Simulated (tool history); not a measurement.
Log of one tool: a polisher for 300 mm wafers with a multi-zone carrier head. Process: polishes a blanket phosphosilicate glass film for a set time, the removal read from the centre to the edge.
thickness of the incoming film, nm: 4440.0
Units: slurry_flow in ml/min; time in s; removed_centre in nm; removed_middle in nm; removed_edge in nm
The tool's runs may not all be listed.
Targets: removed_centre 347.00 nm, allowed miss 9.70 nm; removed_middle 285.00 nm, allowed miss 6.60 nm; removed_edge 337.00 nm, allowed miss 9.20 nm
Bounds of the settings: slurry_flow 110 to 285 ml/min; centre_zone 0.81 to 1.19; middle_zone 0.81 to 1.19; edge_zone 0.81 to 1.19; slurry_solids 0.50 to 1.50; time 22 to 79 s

run,day,slurry_flow,centre_zone,middle_zone,edge_zone,slurry_solids,time,removed_centre,removed_middle,removed_edge
1,0.000,180,1.00,1.00,1.00,1.00,50,342.64,334.73,329.13
2,0.229,170,1.01,0.98,1.01,1.00,50,347.59,332.39,326.81
3,0.562,170,1.01,0.98,0.93,1.00,50,346.46,329.39,314.47
4,0.738,165,1.01,0.95,0.96,1.00,50,343.92,318.17,316.17
5,1.062,165,1.01,0.93,0.98,1.00,50,337.01,319.88,320.56
6,1.292,165,1.01,0.93,0.98,1.10,50,353.36,326.03,331.78
7,1.358,160,1.02,0.91,1.01,1.10,50,353.86,323.41,333.44
8,1.579,160,1.03,0.89,1.04,1.10,50,364.07,321.23,343.02
9,1.783,155,1.03,0.88,1.06,1.10,50,357.52,310.26,344.34
10,1.904,150,1.03,0.87,1.06,1.10,50,360.28,313.27,342.73
11,2.008,145,1.03,0.86,1.07,1.10,50,356.72,306.23,342.49
12,2.200,140,1.03,0.85,1.07,1.10,50,349.35,301.90,342.60
13,2.229,115,1.06,0.81,1.06,1.10,50,358.15,283.82,336.54
# day 2.338: edge zone pressure recalibrated
14,2.338,115,1.05,0.81,1.07,1.10,50,358.49,284.80,356.61

Which of these 5 next moves meets every target?
A,2.446,145,1.14,0.84,1.11,1.00,47,?,?,?
B,2.446,130,1.05,0.83,1.05,1.25,46,?,?,?
C,2.446,110,1.02,0.81,1.10,1.15,50,?,?,?
D,2.446,125,1.15,0.86,1.13,1.15,47,?,?,?
E,2.446,110,1.10,0.81,1.12,1.05,51,?,?,?

move,removed_centre,removed_middle,removed_edge
A,352.46,273.01,331.23
B,341.13,284.11,338.96
C,343.63,289.90,361.93
D,367.88,287.81,347.88
E,364.68,286.00,360.51
A: brings the result that was furthest off to its target, and leaves another outside
B: meets every target
C: further off than the last run
D: as far off as the last run
E: further off than the last run
Answer: B
